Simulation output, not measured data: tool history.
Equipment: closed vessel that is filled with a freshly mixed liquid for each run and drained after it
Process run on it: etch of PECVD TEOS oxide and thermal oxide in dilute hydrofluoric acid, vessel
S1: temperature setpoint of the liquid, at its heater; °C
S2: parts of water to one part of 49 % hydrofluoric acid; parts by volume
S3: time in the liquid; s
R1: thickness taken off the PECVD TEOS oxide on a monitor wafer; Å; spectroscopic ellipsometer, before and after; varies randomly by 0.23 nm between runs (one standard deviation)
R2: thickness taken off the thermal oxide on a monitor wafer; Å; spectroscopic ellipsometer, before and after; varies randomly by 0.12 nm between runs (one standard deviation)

run  hour    S1   S2   S3      R1      R2
  1     0    24  115  290  340.78  96.594
  2   8.5    27  115  290  382.22  110.65
  3   9.6    27   80  290  574.72  165.47
  4  18.4    26   80  290  553.88   157.5
  5  26.7  25.5   80  290  541.95  154.86
  6  28.3  25.5   40  290  1139.1   328.2
  7  30.2  25.5   40  290  1143.4  331.58
     33.6  -- hydrofluoric acid flow meter replaced
  8  33.6  24.5   50  290  987.22  282.02

Predict the results of run 9:
  9  41.3  25  60  290   ?   ?

{"run 9": {"R1": 826.96, "R2": 240.2}}
